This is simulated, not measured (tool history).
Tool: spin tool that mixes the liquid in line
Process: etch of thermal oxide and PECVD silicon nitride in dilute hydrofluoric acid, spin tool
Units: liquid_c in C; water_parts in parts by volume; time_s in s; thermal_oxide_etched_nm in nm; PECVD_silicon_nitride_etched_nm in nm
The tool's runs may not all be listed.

run  hour  liquid_c  water_parts  time_s  thermal_oxide_etched_nm  PECVD_silicon_nitride_etched_nm
  1     0        26           65     165                   12.919                           9.5812
  2   1.9        29           65     165                   14.573                           11.753
  3   8.3      27.5           65     165                    13.72                           10.604
  4  16.2      27.5           65      95                   7.9435                            6.106
  5  18.2        29           55      95                   10.009                           8.0444
  6  21.6        29           55      25                   2.6461                           2.1037
  7  30.1        30           50      45                   5.4954                           4.4228
  8    33        31           45      50                   7.1349                           5.8317
  9  34.7      31.5           40      55                   9.0766                           7.4492
 10  43.6        32           35      60                   11.615                           9.4791
 11  45.3      32.5           30      60                   14.038                           11.525
 12  53.4      32.5           30      60                   14.106                           11.413

Forecast run 13:
 13  58.8        33           30      60                        ?                                ?

{"run 13": {"thermal_oxide_etched_nm": 14.2, "PECVD_silicon_nitride_etched_nm": 11.871}}

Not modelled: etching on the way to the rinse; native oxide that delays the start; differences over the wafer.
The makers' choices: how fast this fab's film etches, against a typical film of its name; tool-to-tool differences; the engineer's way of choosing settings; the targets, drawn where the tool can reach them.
